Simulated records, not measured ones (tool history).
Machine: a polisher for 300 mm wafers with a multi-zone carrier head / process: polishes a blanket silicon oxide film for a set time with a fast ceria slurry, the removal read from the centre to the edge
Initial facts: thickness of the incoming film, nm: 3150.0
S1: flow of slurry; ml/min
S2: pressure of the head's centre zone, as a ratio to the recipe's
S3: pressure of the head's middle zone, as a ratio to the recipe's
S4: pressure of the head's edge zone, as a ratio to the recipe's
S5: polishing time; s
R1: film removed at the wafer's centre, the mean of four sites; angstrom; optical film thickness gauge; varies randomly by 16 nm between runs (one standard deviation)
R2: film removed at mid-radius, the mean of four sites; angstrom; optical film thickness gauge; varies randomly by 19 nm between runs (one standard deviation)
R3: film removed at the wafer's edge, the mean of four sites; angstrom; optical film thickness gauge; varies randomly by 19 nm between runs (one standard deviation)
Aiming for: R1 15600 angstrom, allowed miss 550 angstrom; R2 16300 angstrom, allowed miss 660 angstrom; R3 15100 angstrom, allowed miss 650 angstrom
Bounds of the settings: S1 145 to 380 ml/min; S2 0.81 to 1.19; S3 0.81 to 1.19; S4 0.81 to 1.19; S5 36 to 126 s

Run 1, hour 0: S1 245 ml/min, S2 1, S3 1, S4 1, S5 81 s. Result: R1 11089 angstrom, R2 10722 angstrom, R3 11015 angstrom.
Run 2, hour 4.4: S1 245 ml/min, S2 1, S3 1, S4 1, S5 89 s. Result: R1 12479 angstrom, R2 11958 angstrom, R3 12250 angstrom.
Run 3, hour 12.7: S1 245 ml/min, S2 1, S3 1, S4 1.05, S5 89 s. Result: R1 12479 angstrom, R2 11661 angstrom, R3 12945 angstrom.
Run 4, hour 13.2: S1 275 ml/min, S2 1, S3 1, S4 1.05, S5 89 s. Result: R1 12413 angstrom, R2 12189 angstrom, R3 12505 angstrom.
Run 5, hour 17.4: S1 275 ml/min, S2 1, S3 1, S4 1.05, S5 72 s. Result: R1 9970.8 angstrom, R2 9736.2 angstrom, R3 10243 angstrom.
Run 6, hour 22.1: S1 275 ml/min, S2 1, S3 1.04, S4 1.05, S5 72 s. Result: R1 10036 angstrom, R2 10167 angstrom, R3 10204 angstrom.
Run 7, hour 25.1: S1 280 ml/min, S2 1.01, S3 1.07, S4 1.07, S5 77 s. Result: R1 11064 angstrom, R2 11089 angstrom, R3 10809 angstrom.
Run 8, hour 28.3: S1 280 ml/min, S2 1.01, S3 1.09, S4 1.08, S5 82 s. Result: R1 11399 angstrom, R2 11812 angstrom, R3 11881 angstrom.
Run 9, hour 30.2: S1 290 ml/min, S2 1.03, S3 1.11, S4 1.08, S5 86 s. Result: R1 12554 angstrom, R2 12429 angstrom, R3 12586 angstrom.
Run 10, hour 32.6: S1 300 ml/min, S2 1.03, S3 1.13, S4 1.07, S5 89 s. Result: R1 13028 angstrom, R2 13707 angstrom, R3 13064 angstrom.
Run 11, hour 33.4: S1 305 ml/min, S2 1.04, S3 1.14, S4 1.08, S5 91 s. Result: R1 13357 angstrom, R2 13975 angstrom, R3 13426 angstrom.
Run 12, hour 40.1: S1 310 ml/min, S2 1.05, S3 1.15, S4 1.08, S5 93 s. Result: R1 13863 angstrom, R2 14102 angstrom, R3 13419 angstrom.

Next run, 4 choices. One meets every target within its allowed miss, the rest don't. Which?
Run A, hour 46.8: S1 240 ml/min, S2 0.89, S3 1.08, S4 1.19, S5 94 s. Result: R1 ?, R2 ?, R3 ?.
Run B, hour 46.8: S1 285 ml/min, S2 1, S3 1.13, S4 1.19, S5 81 s. Result: R1 ?, R2 ?, R3 ?.
Run C, hour 46.8: S1 355 ml/min, S2 1.04, S3 1.16, S4 1.07, S5 105 s. Result: R1 ?, R2 ?, R3 ?.
Run D, hour 46.8: S1 375 ml/min, S2 0.85, S3 1.13, S4 1.01, S5 106 s. Result: R1 ?, R2 ?, R3 ?.

move     R1     R2     R3
   A  11419  13417  14219
   B  11264  12258  12434
   C  15523  16596  15505
   D  12963  16471  15274
A: moves away from the targets compared with the last run
B: moves away from the targets compared with the last run
C: all results land within tolerance of their targets
D: puts the biggest miss on target and leaves a different result outside tolerance
Correct choice: C, which meets every target

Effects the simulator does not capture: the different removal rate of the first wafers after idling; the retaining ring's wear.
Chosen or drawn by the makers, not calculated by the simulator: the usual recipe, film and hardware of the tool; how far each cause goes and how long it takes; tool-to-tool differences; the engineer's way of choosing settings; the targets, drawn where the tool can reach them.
